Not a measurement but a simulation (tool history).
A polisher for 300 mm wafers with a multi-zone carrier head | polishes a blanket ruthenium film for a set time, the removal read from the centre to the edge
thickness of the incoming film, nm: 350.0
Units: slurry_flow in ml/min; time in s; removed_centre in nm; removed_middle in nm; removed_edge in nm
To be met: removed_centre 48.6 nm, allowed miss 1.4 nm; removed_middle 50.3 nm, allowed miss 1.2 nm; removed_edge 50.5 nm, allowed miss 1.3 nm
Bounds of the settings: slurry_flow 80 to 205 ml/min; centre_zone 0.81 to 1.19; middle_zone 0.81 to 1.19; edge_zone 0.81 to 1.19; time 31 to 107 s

run	day	slurry_flow	centre_zone	middle_zone	edge_zone	time	removed_centre	removed_middle	removed_edge
1	0	135	1	1	1	69	97.151	97.274	94.825
2	0.058	125	0.97	0.98	0.96	61	83.557	82.894	80.266
3	0.217	125	0.97	0.98	0.96	48	65.244	64.368	65.239
4	0.396	115	0.94	0.96	0.93	46	60.248	60.222	60.108
5	0.504	115	0.94	0.96	1	46	58.312	60.06	60.604
6	0.804	105	0.92	0.94	0.97	45	54.868	55.654	59.026
7	1.071	110	0.91	0.98	0.87	36	44.388	46.756	45.305
8	1.3	145	0.9	0.95	0.95	36	48.24	49.243	49.074
9	1.667	145	0.9	0.95	0.96	36	48.336	48.714	49.395
10	2.017	145	0.9	0.95	0.96	36	47.792	48.623	48.982

5 next moves are on the table. One of them brings every result within its allowed miss. Which?
A	2.367	145	0.96	1	0.9	35	?	?	?
B	2.367	170	0.93	0.92	0.98	34	?	?	?
C	2.367	165	0.91	0.91	0.97	34	?	?	?
D	2.367	140	0.9	0.96	0.97	37	?	?	?
E	2.367	145	0.91	0.88	1.01	37	?	?	?

move	removed_centre	removed_middle	removed_edge
A	49.078	49.685	47.688
B	48.151	46.414	49.006
C	47.071	45.752	48.624
D	48.949	50.376	51.641
E	49.76	47.207	52.821
A: brings the result that was furthest off to its target, and leaves another outside
B: further off than the last run
C: further off than the last run
D: meets every target
E: further off than the last run
The right move is D.
